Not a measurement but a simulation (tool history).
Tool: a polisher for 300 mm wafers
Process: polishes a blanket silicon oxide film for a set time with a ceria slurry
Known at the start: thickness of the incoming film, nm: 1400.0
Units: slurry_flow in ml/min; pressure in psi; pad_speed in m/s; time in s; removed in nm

run 1 hour=0.0 | slurry_flow=180 pressure=3.7 pad_speed=1.26 time=42 | removed=259.11
run 2 hour=6.1 | slurry_flow=180 pressure=3.7 pad_speed=1.10 time=42 | removed=231.02
run 3 hour=7.0 | slurry_flow=175 pressure=3.2 pad_speed=1.06 time=42 | removed=194.07
run 4 hour=11.1 | slurry_flow=170 pressure=2.8 pad_speed=1.04 time=42 | removed=169.23
run 5 hour=16.1 | slurry_flow=165 pressure=2.5 pad_speed=1.04 time=42 | removed=149.25
run 6 hour=19.9 | slurry_flow=155 pressure=2.4 pad_speed=1.04 time=42 | removed=141.77
run 7 hour=21.8 | slurry_flow=145 pressure=2.3 pad_speed=1.04 time=42 | removed=135.17

Forecast run 8:
run 8 hour=27.3 | slurry_flow=120 pressure=1.9 pad_speed=1.04 time=42 | removed=?

Run 8 gave removed 109.91 nm.
